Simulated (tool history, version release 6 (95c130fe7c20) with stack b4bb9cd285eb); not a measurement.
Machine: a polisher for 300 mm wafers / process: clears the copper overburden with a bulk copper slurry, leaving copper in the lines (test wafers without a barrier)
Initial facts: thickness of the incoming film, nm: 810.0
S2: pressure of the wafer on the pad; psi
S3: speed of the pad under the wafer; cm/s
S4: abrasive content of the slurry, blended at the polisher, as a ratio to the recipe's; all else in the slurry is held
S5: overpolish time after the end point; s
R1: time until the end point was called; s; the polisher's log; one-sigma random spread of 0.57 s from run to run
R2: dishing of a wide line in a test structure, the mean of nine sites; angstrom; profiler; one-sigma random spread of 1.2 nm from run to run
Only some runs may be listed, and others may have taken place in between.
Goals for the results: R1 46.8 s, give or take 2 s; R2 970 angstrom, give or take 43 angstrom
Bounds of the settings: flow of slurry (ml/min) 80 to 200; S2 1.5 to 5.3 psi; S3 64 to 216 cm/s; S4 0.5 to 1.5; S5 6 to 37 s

run 1 hour=0 | flow_of_slurry_(ml/min)=130 S2=3.4 S3=140 S4=1 S5=19 | R1=50.675 R2=1270.8
run 2 hour=2.2 | flow_of_slurry_(ml/min)=130 S2=3.4 S3=140 S4=1.15 S5=19 | R1=48.115 R2=1285.3
run 3 hour=3.8 | flow_of_slurry_(ml/min)=130 S2=3.3 S3=144 S4=1.15 S5=17 | R1=48.649 R2=1208.1
run 4 hour=9.7 | flow_of_slurry_(ml/min)=130 S2=3.3 S3=146 S4=1.15 S5=15 | R1=48.077 R2=1167.1
run 5 hour=10.8 | flow_of_slurry_(ml/min)=130 S2=3.3 S3=146 S4=1.25 S5=15 | R1=46.522 R2=1180
run 6 hour=13 | flow_of_slurry_(ml/min)=130 S2=3.3 S3=146 S4=1.35 S5=15 | R1=45.421 R2=1180.2
run 7 hour=15.5 | flow_of_slurry_(ml/min)=130 S2=3.3 S3=148 S4=1.35 S5=13 | R1=44.294 R2=1118.1
run 8 hour=19.6 | flow_of_slurry_(ml/min)=130 S2=3.2 S3=148 S4=1.35 S5=12 | R1=46.947 R2=1069.7

Which one of the following 5 next-run settings gets every result inside its allowed miss? There is exactly one.
run A hour=23.7 | flow_of_slurry_(ml/min)=130 S2=2.9 S3=144 S4=1.4 S5=14 | R1=? R2=?
run B hour=23.7 | flow_of_slurry_(ml/min)=190 S2=2.7 S3=164 S4=1.25 S5=14 | R1=? R2=?
run C hour=23.7 | flow_of_slurry_(ml/min)=150 S2=2.4 S3=182 S4=1.4 S5=11 | R1=? R2=?
run D hour=23.7 | flow_of_slurry_(ml/min)=135 S2=3 S3=146 S4=1.25 S5=13 | R1=? R2=?
run E hour=23.7 | flow_of_slurry_(ml/min)=115 S2=3 S3=140 S4=1.35 S5=12 | R1=? R2=?

move=A R1=51.038 R2=1090.6
move=B R1=45.771 R2=1123.4
move=C R1=46.12 R2=983.51
move=D R1=49.823 R2=1073.4
move=E R1=52.895 R2=1001.4
A: moves away from the targets compared with the last run
B: moves away from the targets compared with the last run
C: hits every target within its allowed miss
D: no nearer and no further than the last run
E: brings the result that was furthest off to its target, and leaves another outside
The move that meets every target is C.
